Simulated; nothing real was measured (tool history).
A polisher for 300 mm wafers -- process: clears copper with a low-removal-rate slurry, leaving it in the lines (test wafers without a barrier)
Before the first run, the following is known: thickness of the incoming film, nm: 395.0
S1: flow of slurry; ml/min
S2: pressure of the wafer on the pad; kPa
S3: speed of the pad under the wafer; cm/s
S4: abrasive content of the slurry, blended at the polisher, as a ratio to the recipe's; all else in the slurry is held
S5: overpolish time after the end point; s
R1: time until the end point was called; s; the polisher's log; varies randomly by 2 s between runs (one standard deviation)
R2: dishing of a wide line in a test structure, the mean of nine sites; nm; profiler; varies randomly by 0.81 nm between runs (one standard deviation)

run  hour   S1    S2   S3    S4  S5      R1      R2
  1   0.0  270  21.4  134  1.00  29  100.83  63.862
  2   1.4  270  21.4  134  1.15  29  101.14  66.057
  3   4.7  270  16.5  134  1.15  29  130.24  53.126
  4   6.0  205  16.5  134  1.15  29  132.50  51.279
  5  15.0  205  16.5  134  1.15  25  130.20  46.536
  6  20.3  205  16.5  134  1.15  23  130.96  44.140

Expected results for the next run?
  7  23.6  205  17.9  136  1.15  13   ?   ?

{"run 7": {"R1": 123.19, "R2": 30.572}}
